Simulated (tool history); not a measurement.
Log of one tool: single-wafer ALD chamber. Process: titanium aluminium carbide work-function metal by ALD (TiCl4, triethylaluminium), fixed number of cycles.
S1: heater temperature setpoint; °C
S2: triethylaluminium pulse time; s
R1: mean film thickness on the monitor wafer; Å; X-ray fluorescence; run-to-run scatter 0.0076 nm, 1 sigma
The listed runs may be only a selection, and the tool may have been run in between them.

run  hour   S1     S2      R1
  1     0  280   10.5   17.42
  2   7.1  275   9.84  17.277
  3   7.6  270   8.15  16.394
  4  11.4  279   8.15  17.108
  5  17.1  279  10.37  17.492
  6    18  279   8.71  17.147
  7  24.4  279   8.71  17.142
  8  28.2  274   7.89  16.756
  9  35.9  262   5.23  14.899
 10  40.9  264   5.41  15.071

The next listed run, before its measurement:
 11    43  265  5.55   ?

Run 11 yielded R1 15.078 Å.
